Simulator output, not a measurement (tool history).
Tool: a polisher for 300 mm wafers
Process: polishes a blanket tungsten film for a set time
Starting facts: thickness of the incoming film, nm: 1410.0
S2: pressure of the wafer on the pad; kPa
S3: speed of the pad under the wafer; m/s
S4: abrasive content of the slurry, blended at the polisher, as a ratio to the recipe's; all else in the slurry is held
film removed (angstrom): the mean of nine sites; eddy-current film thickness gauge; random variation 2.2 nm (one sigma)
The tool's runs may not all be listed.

run 1 day=0 | flow_of_slurry_(ml/min)=315 S2=24.1 S3=1 S4=1 polishing_time_(s)=57 | film_removed_(angstrom)=2584.1
run 2 day=0.35 | flow_of_slurry_(ml/min)=315 S2=22.8 S3=1 S4=1 polishing_time_(s)=57 | film_removed_(angstrom)=2439.8
run 3 day=0.392 | flow_of_slurry_(ml/min)=315 S2=22.1 S3=1 S4=1 polishing_time_(s)=57 | film_removed_(angstrom)=2366.2
run 4 day=0.417 | flow_of_slurry_(ml/min)=315 S2=22.1 S3=1 S4=1 polishing_time_(s)=57 | film_removed_(angstrom)=2429.9
run 5 day=0.65 | flow_of_slurry_(ml/min)=315 S2=22.1 S3=1.24 S4=1 polishing_time_(s)=57 | film_removed_(angstrom)=2841.4
run 6 day=0.771 | flow_of_slurry_(ml/min)=315 S2=17.2 S3=1.24 S4=1 polishing_time_(s)=57 | film_removed_(angstrom)=2329

What will run 7 give?
run 7 day=0.908 | flow_of_slurry_(ml/min)=315 S2=16.5 S3=1.24 S4=1 polishing_time_(s)=57 | film_removed_(angstrom)=?

{"run 7": {"film removed (angstrom)": 2301}}

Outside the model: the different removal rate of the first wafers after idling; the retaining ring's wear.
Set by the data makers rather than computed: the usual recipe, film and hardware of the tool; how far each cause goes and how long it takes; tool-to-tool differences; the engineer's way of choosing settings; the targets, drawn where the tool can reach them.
